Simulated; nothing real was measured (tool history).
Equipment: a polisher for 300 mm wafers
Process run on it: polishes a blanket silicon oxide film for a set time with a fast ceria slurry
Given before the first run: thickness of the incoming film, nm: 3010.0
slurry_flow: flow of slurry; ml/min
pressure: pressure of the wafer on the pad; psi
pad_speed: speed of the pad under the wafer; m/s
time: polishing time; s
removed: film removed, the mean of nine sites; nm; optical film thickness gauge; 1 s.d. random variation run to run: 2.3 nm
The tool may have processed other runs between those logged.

{"run": 1, "day": 0.0, "slurry_flow": 270, "pressure": 2.7, "pad_speed": 1.12, "time": 20, "removed": 274.05}
{"run": 2, "day": 0.042, "slurry_flow": 320, "pressure": 2.7, "pad_speed": 1.12, "time": 20, "removed": 284.52}
{"run": 3, "day": 0.388, "slurry_flow": 315, "pressure": 2.5, "pad_speed": 1.12, "time": 20, "removed": 274.78}
{"run": 4, "day": 0.638, "slurry_flow": 300, "pressure": 2.3, "pad_speed": 1.1, "time": 20, "removed": 251.8}
{"run": 5, "day": 0.983, "slurry_flow": 270, "pressure": 2.3, "pad_speed": 1.1, "time": 20, "removed": 249.93}
{"run": 6, "day": 1.354, "slurry_flow": 220, "pressure": 2.3, "pad_speed": 1.1, "time": 20, "removed": 243.15}
{"run": 7, "day": 1.617, "slurry_flow": 220, "pressure": 2.1, "pad_speed": 1.1, "time": 20, "removed": 228.91}

Run 8 has not been measured yet. What should we expect?
{"run": 8, "day": 1.95, "slurry_flow": 220, "pressure": 2.0, "pad_speed": 1.1, "time": 20, "removed": "?"}

Run 8 gave removed 221.77 nm.
